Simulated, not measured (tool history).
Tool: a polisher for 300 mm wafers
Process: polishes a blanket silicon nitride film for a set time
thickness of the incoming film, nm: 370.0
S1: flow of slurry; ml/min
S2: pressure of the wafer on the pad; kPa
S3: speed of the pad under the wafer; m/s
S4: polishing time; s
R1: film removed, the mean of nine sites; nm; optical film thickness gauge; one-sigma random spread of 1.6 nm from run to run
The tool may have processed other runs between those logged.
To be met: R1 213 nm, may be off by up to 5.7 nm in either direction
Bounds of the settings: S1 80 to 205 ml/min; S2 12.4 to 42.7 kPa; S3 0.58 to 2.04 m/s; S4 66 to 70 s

run 1 day=0 | S1=135 S2=27.6 S3=1.3 S4=66 | R1=130.53
run 2 day=0.158 | S1=140 S2=30.3 S3=1.3 S4=66 | R1=146.71
run 3 day=0.233 | S1=160 S2=30.3 S3=1.3 S4=66 | R1=147.2
run 4 day=0.488 | S1=160 S2=24.1 S3=1.3 S4=66 | R1=120.29
run 5 day=0.712 | S1=160 S2=20 S3=1.3 S4=66 | R1=99.839
run 6 day=1.038 | S1=175 S2=20 S3=1.3 S4=66 | R1=99.643
run 7 day=1.171 | S1=175 S2=24.1 S3=1.3 S4=66 | R1=121.69
run 8 day=1.342 | S1=190 S2=31.7 S3=1.32 S4=66 | R1=161.41
run 9 day=1.5 | S1=190 S2=33.1 S3=1.32 S4=66 | R1=167.55
run 10 day=1.546 | S1=190 S2=34.5 S3=1.32 S4=66 | R1=175.77
run 11 day=1.679 | S1=190 S2=35.9 S3=1.32 S4=66 | R1=180.46
run 12 day=1.746 | S1=190 S2=37.2 S3=1.32 S4=66 | R1=186.59
run 13 day=1.875 | S1=190 S2=37.9 S3=1.32 S4=66 | R1=190.77
run 14 day=1.958 | S1=190 S2=38.6 S3=1.32 S4=66 | R1=194.25

Next run, 4 choices. One meets every target within its allowed miss, the rest don't. Which?
run A day=2.042 | S1=180 S2=39.3 S3=1.42 S4=70 | R1=?
run B day=2.042 | S1=190 S2=41.4 S3=1.5 S4=66 | R1=?
run C day=2.042 | S1=195 S2=37.9 S3=1.42 S4=69 | R1=?
run D day=2.042 | S1=190 S2=38.6 S3=1.54 S4=69 | R1=?

move=A R1=221.97
move=B R1=231.23
move=C R1=213.43
move=D R1=230.63
A: takes the result that was furthest off past its target
B: takes the result that was furthest off past its target
C: all results in spec
D: takes the result that was furthest off past its target
The right move is C.
